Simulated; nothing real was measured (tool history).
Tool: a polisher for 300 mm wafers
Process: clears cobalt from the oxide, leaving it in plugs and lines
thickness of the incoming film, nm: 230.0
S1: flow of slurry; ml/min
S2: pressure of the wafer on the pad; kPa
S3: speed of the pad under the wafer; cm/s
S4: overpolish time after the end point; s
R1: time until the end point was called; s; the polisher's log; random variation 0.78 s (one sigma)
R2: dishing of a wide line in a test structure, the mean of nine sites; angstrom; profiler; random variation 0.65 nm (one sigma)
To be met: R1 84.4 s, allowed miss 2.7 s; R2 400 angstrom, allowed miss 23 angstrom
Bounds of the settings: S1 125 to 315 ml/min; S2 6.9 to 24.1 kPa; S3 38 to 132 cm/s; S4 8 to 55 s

run,hour,S1,S2,S3,S4,R1,R2
1,0,205,15.2,84,28,50.126,398.84
2,6.7,205,15.2,84,18,51.743,350.69
3,13,205,13.8,84,22,55.668,363.19
4,19.5,205,12.4,84,25,60.989,371.59
5,27.8,205,11,84,27,69.648,376.46
6,30.6,205,11,84,38,69.145,413.63
7,31.7,205,10.3,84,38,73.074,394.18
8,38.4,205,9.7,84,39,78.527,392.06
9,45.7,205,9.7,84,40,78.684,392.84
10,48.8,205,9.7,84,41,78.582,407.66
11,56.5,195,8.3,84,40,91.529,374.99
12,58.2,200,8.3,84,40,92.267,380.9
13,61.9,210,8.3,84,40,91.692,392.63

Which of these 4 next moves meets every target?
A,65.6,260,6.9,110,42,?,?
B,65.6,125,9,84,28,?,?
C,65.6,175,7.6,98,30,?,?
D,65.6,175,9.7,86,31,?,?

move,R1,R2
A,86.849,393.38
B,94.4,331.22
C,91.729,345.67
D,80.573,366.67
A: meets every target
B: further off than the last run
C: as far off as the last run
D: takes the result that was furthest off past its target
Answer: A
